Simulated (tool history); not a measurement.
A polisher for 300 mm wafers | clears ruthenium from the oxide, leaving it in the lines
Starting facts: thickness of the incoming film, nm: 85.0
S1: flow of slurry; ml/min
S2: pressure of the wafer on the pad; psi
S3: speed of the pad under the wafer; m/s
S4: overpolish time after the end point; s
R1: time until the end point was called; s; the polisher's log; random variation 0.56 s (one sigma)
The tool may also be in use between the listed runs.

{"run": 1, "hour": 0.0, "S1": 310, "S2": 1.5, "S3": 1.0, "S4": 9, "R1": 112.67}
{"run": 2, "hour": 8.3, "S1": 335, "S2": 1.5, "S3": 1.0, "S4": 9, "R1": 111.94}
{"run": 3, "hour": 13.7, "S1": 335, "S2": 1.6, "S3": 1.0, "S4": 9, "R1": 105.24}
{"run": 4, "hour": 15.5, "S1": 335, "S2": 1.6, "S3": 1.0, "S4": 9, "R1": 103.78}
{"run": 5, "hour": 20.1, "S1": 335, "S2": 1.6, "S3": 1.0, "S4": 9, "R1": 105.61}
{"run": 6, "hour": 21.3, "S1": 300, "S2": 1.6, "S3": 1.0, "S4": 9, "R1": 108.32}
{"run": 7, "hour": 24.8, "S1": 310, "S2": 1.7, "S3": 1.0, "S4": 9, "R1": 99.71}
{"run": 8, "hour": 33.5, "S1": 315, "S2": 1.8, "S3": 1.0, "S4": 9, "R1": 97.238}
{"run": 9, "hour": 37.9, "S1": 315, "S2": 1.8, "S3": 1.0, "S4": 9, "R1": 96.402}
{"run": 10, "hour": 46.3, "S1": 320, "S2": 1.9, "S3": 1.02, "S4": 9, "R1": 88.813}
{"run": 11, "hour": 54.3, "S1": 325, "S2": 1.9, "S3": 1.02, "S4": 9, "R1": 89.322}
{"run": 12, "hour": 59.9, "S1": 330, "S2": 1.9, "S3": 1.04, "S4": 9, "R1": 86.959}
{"run": 13, "hour": 66.0, "S1": 335, "S2": 1.9, "S3": 1.04, "S4": 9, "R1": 84.964}
{"run": 14, "hour": 71.2, "S1": 345, "S2": 1.9, "S3": 1.04, "S4": 9, "R1": 85.893}
{"run": 15, "hour": 74.5, "S1": 350, "S2": 1.9, "S3": 1.04, "S4": 9, "R1": 86.712}

For run 16, what comes out?
{"run": 16, "hour": 77.1, "S1": 350, "S2": 2.1, "S3": 1.1, "S4": 9, "R1": "?"}

{"run 16": {"R1": 75.204}}

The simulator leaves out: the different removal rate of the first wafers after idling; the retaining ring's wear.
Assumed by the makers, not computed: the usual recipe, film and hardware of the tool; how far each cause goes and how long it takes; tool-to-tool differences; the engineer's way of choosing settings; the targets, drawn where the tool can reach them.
